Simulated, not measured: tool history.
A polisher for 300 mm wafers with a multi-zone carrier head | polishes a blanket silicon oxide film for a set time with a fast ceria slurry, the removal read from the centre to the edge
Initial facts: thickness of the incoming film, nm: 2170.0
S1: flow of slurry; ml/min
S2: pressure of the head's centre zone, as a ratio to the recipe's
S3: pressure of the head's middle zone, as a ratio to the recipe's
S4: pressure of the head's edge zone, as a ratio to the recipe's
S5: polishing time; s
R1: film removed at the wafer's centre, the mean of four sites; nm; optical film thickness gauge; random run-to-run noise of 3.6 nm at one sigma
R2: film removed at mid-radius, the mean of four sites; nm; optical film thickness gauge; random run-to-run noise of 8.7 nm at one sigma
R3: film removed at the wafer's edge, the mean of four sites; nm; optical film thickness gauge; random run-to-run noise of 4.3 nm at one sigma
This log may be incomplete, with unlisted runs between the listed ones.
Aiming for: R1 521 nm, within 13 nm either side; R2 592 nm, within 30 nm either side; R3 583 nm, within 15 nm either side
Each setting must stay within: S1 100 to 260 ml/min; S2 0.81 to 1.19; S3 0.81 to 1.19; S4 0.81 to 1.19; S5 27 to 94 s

run    day   S1    S2    S3    S4  S5      R1      R2      R3
  1      0  165     1     1     1  60  666.77  636.37  645.98
  2  0.329  150  0.95     1  0.98  59  614.27  656.65  628.24
  3  0.429  150  0.89     1  0.98  59  576.87  644.95  620.16
  4  0.458  140  0.87  0.98  0.97  58  548.74  611.78  612.59
  5  0.579  135  0.87  0.98  0.95  58  542.25  613.01  598.59
  6  0.729  135  0.87  0.95  0.95  58  543.38  578.16  608.64
  7  0.896  130  0.87  0.96  0.94  58     536  601.55  603.48
  8  1.071  130  0.87  0.96  0.93  58  538.87  597.08  594.92
  9  1.154  125  0.87  0.96  0.93  58  533.97  582.21  593.53

Below are 4 possible settings for the next run. Only one of them brings all results inside the allowed miss of their targets. Which is it?
  A  1.238  130  0.84  0.96  0.91  58   ?   ?   ?
  B  1.238  100  0.92  0.97  1.08  55   ?   ?   ?
  C  1.238  125  0.87  0.97  0.94  60   ?   ?   ?
  D  1.238  175   0.9  0.96   0.9  56   ?   ?   ?

move      R1      R2      R3
   A  524.58  599.67  583.15
   B  515.22  545.34  579.81
   C  557.84   621.3  609.31
   D   572.8  606.98   579.7
A: meets every target
B: the worst result of the last run now meets its target, but another is out of spec
C: moves away from the targets compared with the last run
D: moves away from the targets compared with the last run
Go with A: it meets all targets.

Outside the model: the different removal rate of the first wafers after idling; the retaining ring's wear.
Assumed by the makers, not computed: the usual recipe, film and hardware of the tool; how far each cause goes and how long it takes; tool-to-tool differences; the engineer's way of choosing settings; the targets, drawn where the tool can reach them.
